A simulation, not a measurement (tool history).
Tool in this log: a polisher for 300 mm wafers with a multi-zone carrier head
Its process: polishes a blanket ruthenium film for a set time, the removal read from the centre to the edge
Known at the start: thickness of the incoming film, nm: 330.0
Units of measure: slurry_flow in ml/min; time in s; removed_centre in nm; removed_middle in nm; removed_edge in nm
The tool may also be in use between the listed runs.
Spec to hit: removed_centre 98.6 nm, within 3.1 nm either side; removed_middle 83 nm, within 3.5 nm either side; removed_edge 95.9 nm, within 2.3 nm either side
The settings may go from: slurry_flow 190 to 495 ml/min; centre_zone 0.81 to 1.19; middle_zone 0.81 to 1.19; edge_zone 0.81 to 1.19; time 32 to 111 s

run  hour  slurry_flow  centre_zone  middle_zone  edge_zone  time  removed_centre  removed_middle  removed_edge
  1     0          320            1            1          1    71          102.18           107.3        106.84
  2   4.8          320            1         1.03          1    71          104.09          108.98        106.34
  3   7.5          320            1         0.99          1    71          102.07          104.27        105.85
  4  14.8          315         1.02         0.93       0.97    70             102          99.049         103.1
  5  20.6          305         1.04         0.89       0.97    68          101.91          93.368        100.37
     25.7  -- centre zone pressure recalibrated
  6  25.7          300         1.05         0.86       0.97    67          107.07          88.257        98.259
  7  34.5          295         1.03         0.84       0.97    67          103.61          86.009        98.521
  8  43.2          290         1.02         0.83       0.96    67          102.12          86.436        97.835
  9  47.3          285         1.01         0.82       0.96    67          101.17          84.459        97.394

Pick the move, out of 4, that brings all results within their allowed miss; only one does.
  A  51.4          230         0.98         0.81       1.02    68               ?               ?             ?
  B  51.4          255         0.97         0.92       0.97    65               ?               ?             ?
  C  51.4          290         0.97         0.81       0.91    67               ?               ?             ?
  D  51.4          270         0.99         0.94       0.94    66               ?               ?             ?

move  removed_centre  removed_middle  removed_edge
   A          97.215          83.398        99.778
   B          93.113          89.472        93.697
   C          97.181          84.044        94.735
   D          97.108          92.992        94.103
A: gets the furthest-off result to its target, but another result is out of tolerance
B: takes the biggest miss from the last run beyond its target
C: meets every target
D: gets the furthest-off result to its target, but another result is out of tolerance
Move C is the one to make.
